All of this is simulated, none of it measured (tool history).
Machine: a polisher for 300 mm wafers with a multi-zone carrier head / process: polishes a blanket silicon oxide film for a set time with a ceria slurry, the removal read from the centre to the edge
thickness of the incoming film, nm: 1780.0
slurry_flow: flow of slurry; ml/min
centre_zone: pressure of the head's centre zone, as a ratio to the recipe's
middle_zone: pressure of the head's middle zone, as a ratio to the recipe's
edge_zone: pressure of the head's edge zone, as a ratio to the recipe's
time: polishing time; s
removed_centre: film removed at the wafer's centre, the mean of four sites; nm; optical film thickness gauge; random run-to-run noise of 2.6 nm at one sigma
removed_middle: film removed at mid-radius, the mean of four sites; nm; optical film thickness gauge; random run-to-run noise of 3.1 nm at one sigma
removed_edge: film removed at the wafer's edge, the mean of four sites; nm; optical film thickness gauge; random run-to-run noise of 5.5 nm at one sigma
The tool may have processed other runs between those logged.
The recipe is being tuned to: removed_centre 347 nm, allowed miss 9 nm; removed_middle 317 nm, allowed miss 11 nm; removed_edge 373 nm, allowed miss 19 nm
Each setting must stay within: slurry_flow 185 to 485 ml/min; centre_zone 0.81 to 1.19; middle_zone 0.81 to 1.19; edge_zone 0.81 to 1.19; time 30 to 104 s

{"run": 1, "day": 0.0, "slurry_flow": 310, "centre_zone": 1, "middle_zone": 1, "edge_zone": 1, "time": 67, "removed_centre": 438.46, "removed_middle": 425.74, "removed_edge": 457.41}
{"run": 2, "day": 0.246, "slurry_flow": 305, "centre_zone": 0.98, "middle_zone": 0.97, "edge_zone": 0.98, "time": 65, "removed_centre": 412.95, "removed_middle": 401.62, "removed_edge": 431.85}
{"run": 3, "day": 0.579, "slurry_flow": 235, "centre_zone": 0.98, "middle_zone": 0.97, "edge_zone": 0.98, "time": 65, "removed_centre": 401.37, "removed_middle": 394.51, "removed_edge": 427.18}
{"run": 4, "day": 0.833, "slurry_flow": 235, "centre_zone": 0.98, "middle_zone": 0.97, "edge_zone": 0.98, "time": 72, "removed_centre": 446.39, "removed_middle": 431.82, "removed_edge": 463.97}
{"run": 5, "day": 0.946, "slurry_flow": 230, "centre_zone": 0.97, "middle_zone": 0.94, "edge_zone": 0.97, "time": 69, "removed_centre": 421.67, "removed_middle": 402.2, "removed_edge": 438.55}
{"run": 6, "day": 1.008, "slurry_flow": 230, "centre_zone": 0.97, "middle_zone": 0.88, "edge_zone": 0.97, "time": 69, "removed_centre": 419.69, "removed_middle": 386.89, "removed_edge": 453.89}
{"run": 7, "day": 1.183, "slurry_flow": 225, "centre_zone": 0.97, "middle_zone": 0.87, "edge_zone": 0.95, "time": 67, "removed_centre": 410.25, "removed_middle": 369.18, "removed_edge": 431.12}
{"run": 8, "day": 1.45, "slurry_flow": 225, "centre_zone": 0.96, "middle_zone": 0.86, "edge_zone": 0.94, "time": 66, "removed_centre": 397.78, "removed_middle": 353.24, "removed_edge": 434.98}
{"run": 9, "day": 1.721, "slurry_flow": 220, "centre_zone": 0.96, "middle_zone": 0.87, "edge_zone": 0.93, "time": 64, "removed_centre": 388.95, "removed_middle": 346.06, "removed_edge": 406.82}

Which of these 5 next moves meets every target?
{"run": "A", "day": 1.992, "slurry_flow": 215, "centre_zone": 0.87, "middle_zone": 0.89, "edge_zone": 0.95, "time": 58, "removed_centre": "?", "removed_middle": "?", "removed_edge": "?"}
{"run": "B", "day": 1.992, "slurry_flow": 250, "centre_zone": 1.19, "middle_zone": 0.92, "edge_zone": 0.81, "time": 62, "removed_centre": "?", "removed_middle": "?", "removed_edge": "?"}
{"run": "C", "day": 1.992, "slurry_flow": 200, "centre_zone": 1.09, "middle_zone": 1.1, "edge_zone": 0.81, "time": 62, "removed_centre": "?", "removed_middle": "?", "removed_edge": "?"}
{"run": "D", "day": 1.992, "slurry_flow": 185, "centre_zone": 1.16, "middle_zone": 1.05, "edge_zone": 0.87, "time": 61, "removed_centre": "?", "removed_middle": "?", "removed_edge": "?"}
{"run": "E", "day": 1.992, "slurry_flow": 225, "centre_zone": 0.92, "middle_zone": 0.84, "edge_zone": 0.89, "time": 60, "removed_centre": "?", "removed_middle": "?", "removed_edge": "?"}

move=A removed_centre=313.52 removed_middle=326.88 removed_edge=364.49
move=B removed_centre=468.81 removed_middle=365.08 removed_edge=367.19
move=C removed_centre=416.85 removed_middle=413.4 removed_edge=358.93
move=D removed_centre=431.23 removed_middle=386.52 removed_edge=361.85
move=E removed_centre=345.18 removed_middle=324.17 removed_edge=367.62
A: pushes the last run's worst result past its target
B: moves away from the targets compared with the last run
C: moves away from the targets compared with the last run
D: moves away from the targets compared with the last run
E: all results land within tolerance of their targets
So the answer is move E, the one that meets all the targets.
